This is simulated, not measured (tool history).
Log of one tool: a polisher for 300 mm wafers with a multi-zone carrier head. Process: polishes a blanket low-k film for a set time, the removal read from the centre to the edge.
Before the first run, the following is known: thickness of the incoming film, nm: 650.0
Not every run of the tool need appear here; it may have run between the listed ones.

run	day	flow of slurry (ml/min)	pressure of the head's centre zone	pressure of the head's middle zone	pressure of the head's edge zone	abrasive content of the slurry	polishing time (s)	film removed at the wafer's centre (Å)	film removed at mid-radius (Å)	film removed at the wafer's edge (Å)
1	0	250	1	1	1	1	47	111.08	106.16	107.33
2	0.279	250	1	1	1	1	53	123.88	120.63	121.36
3	0.554	250	1	1	1	1	63	146.56	141.8	143.38
4	0.904	255	1.02	1.01	0.95	0.85	56	119.95	116.47	112.23
5	0.929	255	1.02	1.06	0.95	0.85	56	119.53	118.33	111.71
6	1.008	255	1.04	1.04	0.92	0.75	53	106.42	100.43	94.728
7	1.329	240	1.04	1.04	0.89	0.65	53	94.399	88.238	83.815
# day 1.508: worn pad replaced by a new one
8	1.508	170	1.1	1.09	0.81	0.55	53	90.94	85.478	75.044
9	1.638	175	1.1	1.08	0.81	0.55	52	91.258	83.174	74.92
10	1.7	185	1.1	1.08	0.81	0.55	51	90.437	84.468	73.254
11	1.942	185	1.1	1.07	0.81	0.55	51	89.161	85.821	72.607

Estimate the outcome of run 12 from the log above:
12	2.292	175	1.11	1.07	0.83	0.55	50	?	?	?

Run 12 came out at film removed at the wafer's centre (Å) 87.843, film removed at mid-radius (Å) 79.373, film removed at the wafer's edge (Å) 71.328.
